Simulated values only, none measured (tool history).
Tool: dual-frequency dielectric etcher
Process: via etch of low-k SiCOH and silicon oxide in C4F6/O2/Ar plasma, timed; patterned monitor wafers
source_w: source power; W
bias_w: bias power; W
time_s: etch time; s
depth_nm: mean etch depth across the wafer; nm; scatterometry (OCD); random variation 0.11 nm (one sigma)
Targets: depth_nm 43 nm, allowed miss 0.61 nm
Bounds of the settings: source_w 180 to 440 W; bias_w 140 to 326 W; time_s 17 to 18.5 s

{"run": 1, "hour": 0.0, "source_w": 310, "bias_w": 233, "time_s": 18.5, "depth_nm": 37.978}
{"run": 2, "hour": 2.7, "source_w": 310, "bias_w": 271, "time_s": 18.5, "depth_nm": 40.468}
{"run": 3, "hour": 9.0, "source_w": 290, "bias_w": 271, "time_s": 18.5, "depth_nm": 39.97}
{"run": 4, "hour": 12.8, "source_w": 290, "bias_w": 246, "time_s": 18.5, "depth_nm": 38.39}
{"run": 5, "hour": 19.0, "source_w": 320, "bias_w": 250, "time_s": 18.5, "depth_nm": 39.657}
{"run": 6, "hour": 22.6, "source_w": 290, "bias_w": 250, "time_s": 18.5, "depth_nm": 38.582}
{"run": 7, "hour": 25.0, "source_w": 290, "bias_w": 250, "time_s": 18.5, "depth_nm": 38.594}
{"run": 8, "hour": 32.0, "source_w": 320, "bias_w": 253, "time_s": 18.5, "depth_nm": 39.886}
{"run": 9, "hour": 38.4, "source_w": 340, "bias_w": 255, "time_s": 18.5, "depth_nm": 40.588}
{"run": 10, "hour": 42.6, "source_w": 350, "bias_w": 257, "time_s": 18.5, "depth_nm": 40.834}
{"run": 11, "hour": 44.3, "source_w": 360, "bias_w": 259, "time_s": 18.5, "depth_nm": 41.272}

Which of these 4 next moves meets every target?
{"run": "A", "hour": 46.0, "source_w": 350, "bias_w": 290, "time_s": 18.5, "depth_nm": "?"}
{"run": "B", "hour": 46.0, "source_w": 440, "bias_w": 307, "time_s": 17.5, "depth_nm": "?"}
{"run": "C", "hour": 46.0, "source_w": 360, "bias_w": 301, "time_s": 18.5, "depth_nm": "?"}
{"run": "D", "hour": 46.0, "source_w": 340, "bias_w": 326, "time_s": 18.5, "depth_nm": "?"}

move=A depth_nm=43.148
move=B depth_nm=44.384
move=C depth_nm=44.165
move=D depth_nm=45.086
A: meets every target
B: takes the result that was furthest off past its target
C: takes the result that was furthest off past its target
D: takes the result that was furthest off past its target
The right move is A.
